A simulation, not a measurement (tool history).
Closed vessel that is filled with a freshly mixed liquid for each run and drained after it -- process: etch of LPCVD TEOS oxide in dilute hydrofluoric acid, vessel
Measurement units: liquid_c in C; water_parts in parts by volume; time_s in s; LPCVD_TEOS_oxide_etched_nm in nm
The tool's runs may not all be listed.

run    day  liquid_c  water_parts  time_s  LPCVD_TEOS_oxide_etched_nm
  1      0        25           45     100                      71.092
  2   0.15        25           35     100                      93.393
  3  0.296        23           40     100                       74.53
  4  0.604        20           40     100                       65.47
  5  0.742        19           45     100                      55.478
  6  1.079        20           45     100                      58.007
  7  1.229      19.5           45     100                      56.446
  8  1.488        19           45     100                      55.748
  9  1.775      18.5           45     100                      54.343
 10  1.996        18           45     100                      53.324
 11  2.062      17.5           45     100                      52.149
 12  2.317        17           50     100                      45.656
 13  2.379      17.5           50     100                      46.601
 14  2.683        17           50     100                      45.417
 15  2.946      17.5           50     100                      46.524
 16  3.033        17           50     100                      46.076
 17  3.188        17           50     100                      45.957
 18  3.538      17.5           50     100                      47.065
 19  3.833        17           50     100                      45.536
 20  4.096      17.5           50     100                       46.63
 21  4.229        17           50     100                      45.911

Forecast run 22:
 22  4.433      17.5           50     100                           ?

For run 22 the tool returned LPCVD_TEOS_oxide_etched_nm 46.812 nm.
